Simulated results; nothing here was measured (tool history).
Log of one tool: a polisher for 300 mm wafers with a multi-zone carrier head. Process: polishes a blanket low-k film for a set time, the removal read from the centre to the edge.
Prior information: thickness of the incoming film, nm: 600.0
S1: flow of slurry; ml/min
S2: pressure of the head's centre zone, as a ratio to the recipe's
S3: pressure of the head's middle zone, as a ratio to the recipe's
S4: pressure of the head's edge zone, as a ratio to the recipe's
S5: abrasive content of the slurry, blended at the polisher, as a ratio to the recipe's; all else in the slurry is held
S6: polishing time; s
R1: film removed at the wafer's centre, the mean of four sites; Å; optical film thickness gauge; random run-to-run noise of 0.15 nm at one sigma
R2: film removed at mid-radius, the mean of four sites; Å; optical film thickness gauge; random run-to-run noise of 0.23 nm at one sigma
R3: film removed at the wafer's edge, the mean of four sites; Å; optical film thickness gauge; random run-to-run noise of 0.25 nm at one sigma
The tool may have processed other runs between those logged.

run,day,S1,S2,S3,S4,S5,S6,R1,R2,R3
1,0,160,1,1,1,1,63,446.14,448.59,418.66
2,0.35,130,1,1,1,1,63,423.63,423.19,409.46
3,0.475,130,0.98,0.98,0.97,0.9,60,378.57,381.9,363.03
4,0.825,130,0.98,0.93,0.97,0.9,60,380.18,372.33,360.02
5,0.946,130,0.98,0.93,0.94,0.9,60,380.9,362.82,360.21
6,1.3,130,0.96,0.92,0.92,0.8,58,338.11,338.86,325.66
7,1.575,130,0.96,0.92,0.92,0.8,58,337.32,337.09,324.81
# day 1.9: edge zone pressure recalibrated
8,1.9,125,0.95,0.9,0.9,0.75,57,315.94,319.18,324.09
9,2.062,135,0.95,0.9,0.9,0.7,54,298.21,283.58,293.63

What does the tool deliver on the next run?
10,2.258,140,0.94,0.93,0.89,0.65,53,?,?,?

{"run 10": {"R1": 277.2, "R2": 277.33, "R3": 278.87}}
